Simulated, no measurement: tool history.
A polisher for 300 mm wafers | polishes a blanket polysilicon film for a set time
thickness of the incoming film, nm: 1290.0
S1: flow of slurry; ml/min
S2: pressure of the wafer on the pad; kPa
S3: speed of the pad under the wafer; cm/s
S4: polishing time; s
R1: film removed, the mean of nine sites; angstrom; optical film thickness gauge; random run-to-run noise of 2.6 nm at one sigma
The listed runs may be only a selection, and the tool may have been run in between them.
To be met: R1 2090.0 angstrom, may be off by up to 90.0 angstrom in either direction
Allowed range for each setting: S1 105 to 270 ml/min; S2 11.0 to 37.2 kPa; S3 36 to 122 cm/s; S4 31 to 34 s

run  hour   S1    S2  S3  S4      R1
  1   0.0  175  24.1  78  34  3233.5
  2   4.6  175  26.2  78  34  3421.4
  3  12.5  175  23.4  78  34  3104.5
  4  18.1  175  23.4  78  34  3099.2
  5  26.4  195  23.4  78  34  3224.5
  6  34.0  185  21.4  78  34  2808.2
  7  38.1  180  20.0  78  34  2685.4
  8  39.9  175  18.6  78  34  2505.0
  9  43.4  170  17.9  78  34  2387.7
 10  47.8  165  17.2  78  34  2311.9

Exercise: of the 4 proposed moves below, exactly one satisfies all targets within the stated allowed misses. Which move is it?
  A  52.2  215  23.4  62  34   ?
  B  52.2  185  20.7  82  31   ?
  C  52.2  185  17.9  86  34   ?
  D  52.2  240  16.5  76  31   ?

move      R1
   A  2649.9
   B  2649.5
   C  2637.8
   D  2074.9
A: lands further from the targets than the last run did
B: lands further from the targets than the last run did
C: lands further from the targets than the last run did
D: all results in spec
Answer: D
